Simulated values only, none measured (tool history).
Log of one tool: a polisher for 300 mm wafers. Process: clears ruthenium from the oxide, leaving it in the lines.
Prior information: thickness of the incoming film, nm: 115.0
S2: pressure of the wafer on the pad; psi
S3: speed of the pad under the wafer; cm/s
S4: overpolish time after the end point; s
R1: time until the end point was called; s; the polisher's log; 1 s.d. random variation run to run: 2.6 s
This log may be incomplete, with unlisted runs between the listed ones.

run 1 hour=0 | flow_of_slurry_(ml/min)=260 S2=2.7 S3=102 S4=5 | R1=93.51
run 2 hour=2.4 | flow_of_slurry_(ml/min)=260 S2=2.5 S3=100 S4=5 | R1=103.56
run 3 hour=9.3 | flow_of_slurry_(ml/min)=260 S2=2.3 S3=100 S4=5 | R1=110.11
run 4 hour=16.2 | flow_of_slurry_(ml/min)=260 S2=2.1 S3=100 S4=5 | R1=118.48
run 5 hour=23.9 | flow_of_slurry_(ml/min)=260 S2=2 S3=100 S4=5 | R1=118.64
run 6 hour=29.9 | flow_of_slurry_(ml/min)=260 S2=1.9 S3=98 S4=5 | R1=128.47
-- hour=38.8 worn pad replaced by a new one
run 7 hour=38.8 | flow_of_slurry_(ml/min)=260 S2=1.8 S3=98 S4=5 | R1=122.15
run 8 hour=47.6 | flow_of_slurry_(ml/min)=260 S2=1.7 S3=96 S4=5 | R1=128.33

Run 9 is up next; what results do you expect?
run 9 hour=49.6 | flow_of_slurry_(ml/min)=260 S2=1.6 S3=94 S4=5 | R1=?

R1: 134.66 s

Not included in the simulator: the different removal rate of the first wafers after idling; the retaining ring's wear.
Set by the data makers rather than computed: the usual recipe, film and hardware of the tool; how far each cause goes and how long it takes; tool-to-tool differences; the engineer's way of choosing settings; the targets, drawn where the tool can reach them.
